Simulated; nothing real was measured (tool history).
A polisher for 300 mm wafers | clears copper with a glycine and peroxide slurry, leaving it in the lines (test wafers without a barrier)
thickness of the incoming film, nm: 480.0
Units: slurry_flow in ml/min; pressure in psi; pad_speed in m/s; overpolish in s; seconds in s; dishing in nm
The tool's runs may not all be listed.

run 1 day=0.000 | slurry_flow=170 pressure=2.8 pad_speed=1.08 overpolish=27 | seconds=73.789 dishing=28.664
run 2 day=0.258 | slurry_flow=170 pressure=2.8 pad_speed=0.96 overpolish=27 | seconds=80.493 dishing=29.000
run 3 day=0.317 | slurry_flow=135 pressure=2.8 pad_speed=0.96 overpolish=27 | seconds=82.815 dishing=29.285
run 4 day=0.658 | slurry_flow=130 pressure=2.6 pad_speed=0.94 overpolish=30 | seconds=90.897 dishing=28.546
run 5 day=1.004 | slurry_flow=135 pressure=2.6 pad_speed=0.86 overpolish=26 | seconds=95.907 dishing=29.734
run 6 day=1.200 | slurry_flow=135 pressure=2.6 pad_speed=0.86 overpolish=15 | seconds=98.200 dishing=26.046
run 7 day=1.533 | slurry_flow=135 pressure=2.5 pad_speed=0.84 overpolish=19 | seconds=102.780 dishing=28.096
run 8 day=1.904 | slurry_flow=135 pressure=2.4 pad_speed=0.82 overpolish=21 | seconds=105.320 dishing=27.380
run 9 day=2.004 | slurry_flow=135 pressure=2.3 pad_speed=0.78 overpolish=25 | seconds=114.150 dishing=28.377
run 10 day=2.262 | slurry_flow=135 pressure=2.3 pad_speed=0.76 overpolish=28 | seconds=118.380 dishing=29.128

Run 11 comes next. What will it give?
run 11 day=2.471 | slurry_flow=135 pressure=2.3 pad_speed=0.74 overpolish=30 | seconds=? dishing=?

seconds: 119.200 s
dishing: 29.306 nm
